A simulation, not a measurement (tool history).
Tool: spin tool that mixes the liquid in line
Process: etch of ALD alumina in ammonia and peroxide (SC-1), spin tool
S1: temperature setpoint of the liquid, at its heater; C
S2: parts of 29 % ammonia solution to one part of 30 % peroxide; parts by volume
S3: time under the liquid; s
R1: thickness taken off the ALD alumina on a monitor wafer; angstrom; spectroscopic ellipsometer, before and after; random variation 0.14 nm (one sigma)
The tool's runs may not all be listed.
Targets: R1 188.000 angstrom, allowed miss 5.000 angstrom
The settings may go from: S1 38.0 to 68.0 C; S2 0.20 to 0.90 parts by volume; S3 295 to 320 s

run    day    S1    S2   S3       R1
  1  0.000  52.0  0.50  295   99.061
  2  0.288  54.5  0.50  295  110.870
  3  0.658  57.0  0.50  295  126.290
  4  0.825  57.0  0.40  295  124.730
  5  0.929  59.0  0.40  295  140.260
  6  1.258  62.5  0.40  295  166.550
  7  1.450  63.0  0.40  295  167.860
  8  1.721  63.5  0.40  295  174.610
  9  1.992  64.0  0.40  295  179.290

5 next moves are on the table. One of them brings every result within its allowed miss. Which?
  A  2.262  66.0  0.25  320   ?
  B  2.262  62.0  0.50  295   ?
  C  2.262  61.5  0.45  320   ?
  D  2.262  63.5  0.40  320   ?
  E  2.262  62.0  0.20  320   ?

move       R1
   A  206.160
   B  166.150
   C  173.970
   D  190.320
   E  165.240
A: takes the result that was furthest off past its target
B: further off than the last run
C: further off than the last run
D: meets every target
E: further off than the last run
Move D is the one to make.
